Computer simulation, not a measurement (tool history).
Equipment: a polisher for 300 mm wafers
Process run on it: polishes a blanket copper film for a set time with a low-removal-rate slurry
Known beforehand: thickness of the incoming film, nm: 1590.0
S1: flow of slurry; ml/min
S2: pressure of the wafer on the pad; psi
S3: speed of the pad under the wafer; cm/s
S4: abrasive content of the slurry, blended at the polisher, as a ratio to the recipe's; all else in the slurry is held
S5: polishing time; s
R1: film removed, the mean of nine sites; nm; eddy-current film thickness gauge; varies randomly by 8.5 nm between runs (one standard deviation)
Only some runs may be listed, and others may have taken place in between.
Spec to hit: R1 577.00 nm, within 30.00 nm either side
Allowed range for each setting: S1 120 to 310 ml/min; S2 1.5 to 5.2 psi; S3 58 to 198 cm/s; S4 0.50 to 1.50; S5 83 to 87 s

{"run": 1, "day": 0.0, "S1": 200, "S2": 3.3, "S3": 128, "S4": 1.0, "S5": 83, "R1": 396.67}
{"run": 2, "day": 0.254, "S1": 200, "S2": 3.5, "S3": 128, "S4": 1.0, "S5": 83, "R1": 415.77}
{"run": 3, "day": 0.612, "S1": 200, "S2": 3.7, "S3": 128, "S4": 1.0, "S5": 83, "R1": 447.86}
{"run": 4, "day": 0.892, "S1": 200, "S2": 3.7, "S3": 128, "S4": 1.2, "S5": 83, "R1": 471.1}
{"run": 5, "day": 1.046, "S1": 200, "S2": 3.7, "S3": 128, "S4": 1.2, "S5": 87, "R1": 482.18}
{"run": 6, "day": 1.192, "S1": 200, "S2": 3.8, "S3": 128, "S4": 1.2, "S5": 87, "R1": 490.07}
{"run": 7, "day": 1.279, "S1": 200, "S2": 3.9, "S3": 128, "S4": 1.2, "S5": 87, "R1": 495.56}
{"run": 8, "day": 1.462, "S1": 200, "S2": 4.0, "S3": 128, "S4": 1.2, "S5": 87, "R1": 512.9}

Exercise: of the 4 proposed moves below, exactly one satisfies all targets within the stated allowed misses. Which move is it?
{"run": "A", "day": 1.646, "S1": 230, "S2": 4.2, "S3": 110, "S4": 1.25, "S5": 87, "R1": "?"}
{"run": "B", "day": 1.646, "S1": 155, "S2": 4.5, "S3": 106, "S4": 1.25, "S5": 85, "R1": "?"}
{"run": "C", "day": 1.646, "S1": 200, "S2": 3.9, "S3": 128, "S4": 1.2, "S5": 83, "R1": "?"}
{"run": "D", "day": 1.646, "S1": 245, "S2": 5.0, "S3": 132, "S4": 0.7, "S5": 86, "R1": "?"}

move=A R1=483.84
move=B R1=459.47
move=C R1=488.36
move=D R1=590.29
A: lands further from the targets than the last run did
B: lands further from the targets than the last run did
C: lands further from the targets than the last run did
D: all results in spec
Go with D: it meets all targets.

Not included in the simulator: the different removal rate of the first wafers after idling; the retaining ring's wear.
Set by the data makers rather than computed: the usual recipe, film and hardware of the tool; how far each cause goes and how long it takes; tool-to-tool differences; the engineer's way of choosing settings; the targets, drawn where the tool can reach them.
